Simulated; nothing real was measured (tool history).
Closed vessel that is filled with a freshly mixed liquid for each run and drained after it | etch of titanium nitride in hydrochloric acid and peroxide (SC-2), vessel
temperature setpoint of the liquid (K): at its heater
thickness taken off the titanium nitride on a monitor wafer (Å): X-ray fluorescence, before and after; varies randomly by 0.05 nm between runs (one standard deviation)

| run | hour | temperature setpoint of the liquid (K) | parts of water to one part each of 37 % hydrochloric acid and 30 % peroxide (parts by volume) | time in the liquid (s) | thickness taken off the titanium nitride on a monitor wafer (Å) |
|---|---|---|---|---|---|
| 1 | 0 | 323.15 | 9.5 | 530 | 84.51 |
| 2 | 7.8 | 322.65 | 9.5 | 530 | 81.951 |
| 3 | 15.9 | 322.15 | 9.5 | 530 | 79.482 |
| 4 | 17.4 | 321.65 | 9.5 | 530 | 76.58 |
| 5 | 18.8 | 327.65 | 9.5 | 530 | 116.16 |
| 6 | 21 | 327.65 | 12 | 530 | 94.954 |
| 7 | 23.4 | 327.15 | 12 | 530 | 91.148 |
| 8 | 32.6 | 326.65 | 12 | 530 | 88.902 |
| 9 | 33.9 | 326.15 | 12 | 530 | 86.681 |
| 10 | 36.1 | 325.65 | 12 | 530 | 82.527 |

What will run 11 give?
| 11 | 41.1 | 325.15 | 12 | 530 | ? |

thickness taken off the titanium nitride on a monitor wafer (Å): 79.624

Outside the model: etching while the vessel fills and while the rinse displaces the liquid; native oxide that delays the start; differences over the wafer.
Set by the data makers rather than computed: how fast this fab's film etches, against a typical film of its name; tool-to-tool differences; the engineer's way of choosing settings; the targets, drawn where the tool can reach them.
